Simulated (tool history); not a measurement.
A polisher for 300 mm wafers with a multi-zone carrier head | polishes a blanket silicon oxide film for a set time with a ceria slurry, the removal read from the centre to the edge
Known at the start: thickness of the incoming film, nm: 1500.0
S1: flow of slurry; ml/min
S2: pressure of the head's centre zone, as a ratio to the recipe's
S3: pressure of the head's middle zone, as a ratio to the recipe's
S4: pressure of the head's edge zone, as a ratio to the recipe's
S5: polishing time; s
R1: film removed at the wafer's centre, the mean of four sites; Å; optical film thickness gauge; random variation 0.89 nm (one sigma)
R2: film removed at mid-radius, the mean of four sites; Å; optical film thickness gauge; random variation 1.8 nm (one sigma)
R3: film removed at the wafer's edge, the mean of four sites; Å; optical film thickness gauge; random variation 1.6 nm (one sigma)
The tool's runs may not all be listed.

run  hour   S1    S2    S3    S4  S5      R1      R2      R3
  1   0.0  190  1.00  1.00  1.00  64  2558.0  2506.8  2470.0
  2   2.5  190  0.99  0.99  0.94  52  2092.0  2036.5  1951.7
  3   7.6  190  0.97  0.98  0.90  45  1778.0  1725.8  1689.2
  4  10.1  215  0.97  0.98  0.90  45  1831.1  1799.7  1702.1
  5  13.7  215  0.97  0.98  0.90  30  1219.7  1198.4  1118.1
  6  19.8  215  1.01  0.98  0.90  30  1227.3  1197.0  1112.9

Run 7 comes next. What will it give?
  7  22.2  220  0.99  0.98  0.87  32   ?   ?   ?

{"run 7": {"R1": 1325.0, "R2": 1246.7, "R3": 1195.9}}
